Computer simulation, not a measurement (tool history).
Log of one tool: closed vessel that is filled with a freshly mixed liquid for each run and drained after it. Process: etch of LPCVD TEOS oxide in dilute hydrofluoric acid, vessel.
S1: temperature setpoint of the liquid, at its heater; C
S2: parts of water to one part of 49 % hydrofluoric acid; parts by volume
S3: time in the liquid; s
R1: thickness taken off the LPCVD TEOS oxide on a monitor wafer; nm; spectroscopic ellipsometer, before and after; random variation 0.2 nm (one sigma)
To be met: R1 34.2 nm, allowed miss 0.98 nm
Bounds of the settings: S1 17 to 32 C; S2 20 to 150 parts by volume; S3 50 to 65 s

{"run": 1, "hour": 0.0, "S1": 24, "S2": 85, "S3": 65, "R1": 19.293}
{"run": 2, "hour": 3.8, "S1": 26, "S2": 80, "S3": 65, "R1": 22.522}
{"run": 3, "hour": 5.6, "S1": 27.5, "S2": 75, "S3": 65, "R1": 25.391}
{"run": 4, "hour": 8.4, "S1": 30.5, "S2": 75, "S3": 65, "R1": 28.806}
{"run": 5, "hour": 13.5, "S1": 31, "S2": 75, "S3": 65, "R1": 29.138}
{"run": 6, "hour": 19.9, "S1": 31, "S2": 95, "S3": 65, "R1": 22.183}
{"run": 7, "hour": 22.5, "S1": 31.5, "S2": 90, "S3": 65, "R1": 24.361}
{"run": 8, "hour": 24.1, "S1": 32, "S2": 60, "S3": 65, "R1": 38.768}
{"run": 9, "hour": 27.7, "S1": 31.5, "S2": 60, "S3": 65, "R1": 38.151}
{"run": 10, "hour": 30.0, "S1": 31, "S2": 60, "S3": 65, "R1": 37.273}
{"run": 11, "hour": 37.5, "S1": 30.5, "S2": 60, "S3": 65, "R1": 36.63}
{"run": 12, "hour": 44.8, "S1": 30, "S2": 60, "S3": 65, "R1": 35.565}
{"run": 13, "hour": 48.6, "S1": 29.5, "S2": 60, "S3": 65, "R1": 35.542}

4 next moves are on the table. One of them brings every result within its allowed miss. Which?
{"run": "A", "hour": 52.4, "S1": 29.5, "S2": 55, "S3": 65, "R1": "?"}
{"run": "B", "hour": 52.4, "S1": 31, "S2": 55, "S3": 60, "R1": "?"}
{"run": "C", "hour": 52.4, "S1": 31, "S2": 65, "S3": 65, "R1": "?"}
{"run": "D", "hour": 52.4, "S1": 29, "S2": 55, "S3": 65, "R1": "?"}

move=A R1=38.55
move=B R1=37.727
move=C R1=34.052
move=D R1=37.8
A: further off than the last run
B: further off than the last run
C: meets every target
D: further off than the last run
Move C is the one to make.
